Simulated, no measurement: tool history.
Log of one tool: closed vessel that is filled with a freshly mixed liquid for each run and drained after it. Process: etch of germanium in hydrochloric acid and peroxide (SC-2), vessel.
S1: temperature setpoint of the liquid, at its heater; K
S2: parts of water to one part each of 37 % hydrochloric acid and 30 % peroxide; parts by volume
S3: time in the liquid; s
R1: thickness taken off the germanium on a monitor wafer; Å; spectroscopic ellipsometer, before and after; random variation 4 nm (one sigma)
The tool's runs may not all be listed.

run,day,S1,S2,S3,R1
1,0,325.15,12,105,3180.8
2,0.088,325.15,8,105,3241
3,0.317,325.15,8,110,3390
4,0.45,326.65,8,110,3548.1
5,0.521,328.15,8,110,3758.9
6,0.667,324.65,8,110,3316
# day 0.738: chemicals flow meter replaced
7,0.738,326.15,8,110,3412.2

Forecast run 8:
8,0.917,327.65,8,110,?

Run 8 gave R1 3664.3 Å.
